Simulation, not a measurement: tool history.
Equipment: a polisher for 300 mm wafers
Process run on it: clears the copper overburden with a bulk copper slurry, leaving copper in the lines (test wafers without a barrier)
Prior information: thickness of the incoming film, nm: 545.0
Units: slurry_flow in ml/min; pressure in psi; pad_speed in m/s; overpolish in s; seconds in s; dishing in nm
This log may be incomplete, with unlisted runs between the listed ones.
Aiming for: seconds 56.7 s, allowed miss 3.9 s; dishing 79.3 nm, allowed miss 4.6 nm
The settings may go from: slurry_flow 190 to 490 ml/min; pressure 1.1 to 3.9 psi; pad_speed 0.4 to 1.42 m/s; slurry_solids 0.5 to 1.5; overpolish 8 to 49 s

run 1 hour=0 | slurry_flow=315 pressure=2.5 pad_speed=0.9 slurry_solids=1 overpolish=25 | seconds=71.7 dishing=90.108
run 2 hour=2.4 | slurry_flow=315 pressure=2.6 pad_speed=0.92 slurry_solids=1 overpolish=21 | seconds=68.012 dishing=87.016
run 3 hour=8.1 | slurry_flow=315 pressure=2.6 pad_speed=0.92 slurry_solids=1 overpolish=25 | seconds=68.025 dishing=95.745
run 4 hour=12.4 | slurry_flow=315 pressure=2.7 pad_speed=0.94 slurry_solids=1 overpolish=21 | seconds=63.894 dishing=89.056
run 5 hour=16.7 | slurry_flow=315 pressure=2.2 pad_speed=0.94 slurry_solids=1 overpolish=21 | seconds=75.645 dishing=74.977
run 6 hour=20.2 | slurry_flow=315 pressure=2.4 pad_speed=0.96 slurry_solids=1 overpolish=19 | seconds=70.203 dishing=77.883
-- hour=24.9 worn pad replaced by a new one
run 7 hour=24.9 | slurry_flow=315 pressure=2.4 pad_speed=0.96 slurry_solids=1 overpolish=19 | seconds=62.832 dishing=80.045
run 8 hour=30.4 | slurry_flow=315 pressure=2.4 pad_speed=0.96 slurry_solids=1 overpolish=18 | seconds=63.558 dishing=78.901
run 9 hour=39.2 | slurry_flow=315 pressure=2.4 pad_speed=0.96 slurry_solids=1 overpolish=17 | seconds=63.3 dishing=77.742
run 10 hour=42.9 | slurry_flow=315 pressure=2.4 pad_speed=0.96 slurry_solids=1 overpolish=16 | seconds=62.797 dishing=74.486

5 next moves are on the table. One of them brings every result within its allowed miss. Which?
run A hour=46.6 | slurry_flow=330 pressure=2.7 pad_speed=0.8 slurry_solids=0.95 overpolish=18 | seconds=? dishing=?
run B hour=46.6 | slurry_flow=275 pressure=2 pad_speed=1.06 slurry_solids=1.15 overpolish=20 | seconds=? dishing=?
run C hour=46.6 | slurry_flow=360 pressure=2.4 pad_speed=1.08 slurry_solids=1 overpolish=16 | seconds=? dishing=?
run D hour=46.6 | slurry_flow=315 pressure=2.4 pad_speed=1.1 slurry_solids=0.85 overpolish=21 | seconds=? dishing=?
run E hour=46.6 | slurry_flow=285 pressure=2.5 pad_speed=0.88 slurry_solids=1 overpolish=18 | seconds=? dishing=?

move=A seconds=69.359 dishing=78.614
move=B seconds=68.045 dishing=82.015
move=C seconds=56.987 dishing=81.725
move=D seconds=58.979 dishing=94.699
move=E seconds=67.973 dishing=78.998
A: moves away from the targets compared with the last run
B: moves away from the targets compared with the last run
C: hits every target within its allowed miss
D: the furthest-off result lands on target, but another misses its tolerance
E: moves away from the targets compared with the last run
C meets every target.
